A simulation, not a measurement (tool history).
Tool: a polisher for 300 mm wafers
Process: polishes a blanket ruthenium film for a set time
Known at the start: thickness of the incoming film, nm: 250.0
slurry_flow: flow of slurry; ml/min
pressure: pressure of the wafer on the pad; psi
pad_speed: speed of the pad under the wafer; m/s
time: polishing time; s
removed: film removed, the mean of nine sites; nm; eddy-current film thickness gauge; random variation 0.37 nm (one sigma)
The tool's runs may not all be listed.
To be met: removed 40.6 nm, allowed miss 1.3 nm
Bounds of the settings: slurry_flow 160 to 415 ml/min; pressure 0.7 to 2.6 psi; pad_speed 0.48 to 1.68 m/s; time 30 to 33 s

| run | day | slurry_flow | pressure | pad_speed | time | removed |
|---|---|---|---|---|---|---|
| 1 | 0 | 265 | 1.6 | 1.08 | 33 | 28.526 |
| 2 | 0.117 | 265 | 1.6 | 0.88 | 33 | 23.325 |
| 3 | 0.329 | 265 | 1.6 | 1.06 | 33 | 27.897 |
| 4 | 0.521 | 265 | 1.7 | 1.06 | 33 | 29.693 |
| 5 | 0.633 | 265 | 1.5 | 1.06 | 33 | 26.258 |
| 6 | 0.996 | 265 | 1.6 | 1.06 | 33 | 27.521 |
| 7 | 1.067 | 265 | 1.7 | 1.06 | 33 | 29.425 |
| 8 | 1.283 | 265 | 1.8 | 1.06 | 33 | 31.408 |
| 9 | 1.458 | 265 | 1.9 | 1.06 | 33 | 32.883 |
| 10 | 1.496 | 265 | 2 | 1.06 | 33 | 34.15 |
| 11 | 1.775 | 265 | 2 | 1.06 | 33 | 34.573 |
| 12 | 2.1 | 265 | 2.1 | 1.06 | 33 | 35.716 |
| 13 | 2.329 | 270 | 2.2 | 1.06 | 33 | 37.975 |

5 next moves are on the table. One of them brings every result within its allowed miss. Which?
| A | 2.558 | 290 | 2.1 | 1.12 | 33 | ? |
| B | 2.558 | 275 | 2.3 | 1.14 | 33 | ? |
| C | 2.558 | 310 | 2.3 | 1.16 | 33 | ? |
| D | 2.558 | 260 | 2.3 | 1.08 | 33 | ? |
| E | 2.558 | 365 | 2.3 | 1.24 | 31 | ? |

| move | removed |
|---|---|
| A | 38.241 |
| B | 42.291 |
| C | 43.528 |
| D | 39.882 |
| E | 44.24 |
A: nearer than the last run, and not there yet
B: takes the result that was furthest off past its target
C: takes the result that was furthest off past its target
D: meets every target
E: takes the result that was furthest off past its target
Answer: D
